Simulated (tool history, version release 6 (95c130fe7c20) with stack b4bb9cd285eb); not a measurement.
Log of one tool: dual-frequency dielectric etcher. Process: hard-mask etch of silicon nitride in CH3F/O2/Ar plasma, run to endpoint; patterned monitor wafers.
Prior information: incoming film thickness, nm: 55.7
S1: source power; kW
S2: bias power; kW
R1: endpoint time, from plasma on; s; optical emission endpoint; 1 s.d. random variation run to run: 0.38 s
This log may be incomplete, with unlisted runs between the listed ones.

run	hour	S1	S2	R1
1	0	0.51	0.066	68.803
2	5.3	0.43	0.066	72.387
3	7.9	0.5	0.07	68.156
4	9.3	0.42	0.07	71.086
5	13.2	0.42	0.063	74.386
6	16.2	0.42	0.067	73.27
7	23.4	0.5	0.07	68.266
8	30.3	0.56	0.073	63.559
9	36.1	0.59	0.074	63.142

What will run 10 give?
# hour 45: bias power generator calibrated
10	45	0.69	0.085	?

R1: 56.866 s
